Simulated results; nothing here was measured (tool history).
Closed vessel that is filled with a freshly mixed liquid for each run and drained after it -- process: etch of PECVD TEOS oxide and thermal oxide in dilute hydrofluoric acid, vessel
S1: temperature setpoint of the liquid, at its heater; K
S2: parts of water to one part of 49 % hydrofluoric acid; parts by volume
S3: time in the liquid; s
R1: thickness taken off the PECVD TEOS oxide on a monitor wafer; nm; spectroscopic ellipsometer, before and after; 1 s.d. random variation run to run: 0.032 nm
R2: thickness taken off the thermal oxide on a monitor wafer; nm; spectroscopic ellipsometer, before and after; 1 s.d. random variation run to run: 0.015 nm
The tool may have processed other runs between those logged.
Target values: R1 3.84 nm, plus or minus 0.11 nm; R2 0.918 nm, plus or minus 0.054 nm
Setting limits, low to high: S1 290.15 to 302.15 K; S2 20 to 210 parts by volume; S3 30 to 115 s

| run | hour | S1 | S2 | S3 | R1 | R2 |
|---|---|---|---|---|---|---|
| 1 | 0 | 294.15 | 115 | 60 | 8.8384 | 2.1656 |
| 2 | 2.1 | 294.15 | 155 | 60 | 6.307 | 1.4956 |
| 3 | 6.4 | 293.15 | 165 | 60 | 5.5779 | 1.3775 |
| 4 | 10.1 | 295.65 | 165 | 60 | 6.2469 | 1.4625 |
| 5 | 11.7 | 294.15 | 165 | 60 | 5.9134 | 1.4409 |
| 6 | 19.7 | 297.15 | 165 | 60 | 6.589 | 1.5548 |
| 7 | 26 | 295.15 | 175 | 60 | 5.647 | 1.384 |
| 8 | 29.8 | 294.65 | 185 | 60 | 5.1847 | 1.2292 |
| 9 | 37.8 | 293.65 | 190 | 60 | 4.8938 | 1.156 |
| 10 | 40.9 | 292.65 | 195 | 60 | 4.5864 | 1.1032 |
| 11 | 45.5 | 292.15 | 200 | 60 | 4.3662 | 1.042 |
| 12 | 48 | 291.65 | 205 | 60 | 4.0708 | 0.98077 |
| 13 | 51.2 | 291.15 | 205 | 60 | 4.0421 | 0.94114 |

Exactly one of the 4 candidate moves below puts every result within its allowed miss. Which one?
| A | 54.4 | 293.15 | 210 | 60 | ? | ? |
| B | 54.4 | 293.15 | 195 | 50 | ? | ? |
| C | 54.4 | 293.65 | 190 | 50 | ? | ? |
| D | 54.4 | 295.65 | 125 | 30 | ? | ? |

| move | R1 | R2 |
|---|---|---|
| A | 4.2201 | 1.0105 |
| B | 3.8433 | 0.92029 |
| C | 4.0416 | 0.96776 |
| D | 4.2721 | 1.023 |
A: the biggest miss grows against the last run
B: all results land within tolerance of their targets
C: about as far from the targets as the last run
D: the biggest miss grows against the last run
B is the move that brings every result within its allowed miss.

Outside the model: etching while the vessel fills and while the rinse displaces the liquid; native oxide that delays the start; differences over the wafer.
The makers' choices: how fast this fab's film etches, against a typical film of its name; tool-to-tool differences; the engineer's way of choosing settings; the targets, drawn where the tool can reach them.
